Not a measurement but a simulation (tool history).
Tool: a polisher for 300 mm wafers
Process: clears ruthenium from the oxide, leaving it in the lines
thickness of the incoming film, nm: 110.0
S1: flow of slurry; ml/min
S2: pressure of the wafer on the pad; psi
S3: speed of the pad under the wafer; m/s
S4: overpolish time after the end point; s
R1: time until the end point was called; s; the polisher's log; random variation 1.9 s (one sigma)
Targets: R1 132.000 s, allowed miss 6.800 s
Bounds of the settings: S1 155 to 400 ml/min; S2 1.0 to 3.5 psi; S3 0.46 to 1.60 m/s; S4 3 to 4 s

{"run": 1, "hour": 0.0, "S1": 255, "S2": 2.2, "S3": 1.02, "S4": 4, "R1": 66.651}
{"run": 2, "hour": 4.6, "S1": 285, "S2": 2.2, "S3": 1.02, "S4": 4, "R1": 68.763}
{"run": 3, "hour": 5.3, "S1": 285, "S2": 2.0, "S3": 1.0, "S4": 4, "R1": 73.917}
{"run": 4, "hour": 6.1, "S1": 285, "S2": 1.8, "S3": 0.96, "S4": 4, "R1": 86.637}
{"run": 5, "hour": 13.1, "S1": 345, "S2": 1.8, "S3": 0.96, "S4": 4, "R1": 84.739}
{"run": 6, "hour": 20.4, "S1": 345, "S2": 1.7, "S3": 0.94, "S4": 4, "R1": 90.749}
{"run": 7, "hour": 27.5, "S1": 345, "S2": 1.6, "S3": 0.92, "S4": 4, "R1": 98.276}
{"run": 8, "hour": 33.1, "S1": 345, "S2": 1.5, "S3": 0.92, "S4": 4, "R1": 104.43}
{"run": 9, "hour": 37.3, "S1": 345, "S2": 1.4, "S3": 0.92, "S4": 4, "R1": 115.5}
{"run": 10, "hour": 44.5, "S1": 340, "S2": 1.3, "S3": 0.92, "S4": 4, "R1": 122.98}

Which of these 5 next moves meets every target?
{"run": "A", "hour": 51.7, "S1": 360, "S2": 1.4, "S3": 0.96, "S4": 4, "R1": "?"}
{"run": "B", "hour": 51.7, "S1": 320, "S2": 1.0, "S3": 0.98, "S4": 4, "R1": "?"}
{"run": "C", "hour": 51.7, "S1": 365, "S2": 1.3, "S3": 1.02, "S4": 4, "R1": "?"}
{"run": "D", "hour": 51.7, "S1": 330, "S2": 1.3, "S3": 0.84, "S4": 4, "R1": "?"}
{"run": "E", "hour": 51.7, "S1": 400, "S2": 1.2, "S3": 0.78, "S4": 3, "R1": "?"}

move=A R1=106.820
move=B R1=144.520
move=C R1=108.120
move=D R1=130.390
move=E R1=148.420
A: further off than the last run
B: takes the result that was furthest off past its target
C: further off than the last run
D: meets every target
E: takes the result that was furthest off past its target
Move D is the one to make.

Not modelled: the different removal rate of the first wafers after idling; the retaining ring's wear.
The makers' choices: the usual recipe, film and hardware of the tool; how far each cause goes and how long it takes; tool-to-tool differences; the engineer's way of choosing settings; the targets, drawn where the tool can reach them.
